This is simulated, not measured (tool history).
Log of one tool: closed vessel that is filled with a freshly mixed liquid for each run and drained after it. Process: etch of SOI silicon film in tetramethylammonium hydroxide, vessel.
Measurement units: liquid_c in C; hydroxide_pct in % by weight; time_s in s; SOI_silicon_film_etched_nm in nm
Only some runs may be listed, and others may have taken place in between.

| run | hour | liquid_c | hydroxide_pct | time_s | SOI_silicon_film_etched_nm |
|---|---|---|---|---|---|
| 1 | 0 | 59 | 16 | 85 | 269.6 |
| 2 | 8.4 | 58 | 16 | 85 | 254.48 |
| 3 | 11.8 | 57 | 16 | 85 | 237.6 |
| 4 | 19.4 | 56.5 | 16 | 85 | 228.81 |
| 5 | 27.2 | 56.5 | 16 | 90 | 242.42 |
| 6 | 32.8 | 60 | 16 | 90 | 305.79 |

What does the tool deliver on the next run?
| 7 | 37.3 | 58.5 | 16 | 90 | ? |

Run 7 gave SOI_silicon_film_etched_nm 278.8 nm.
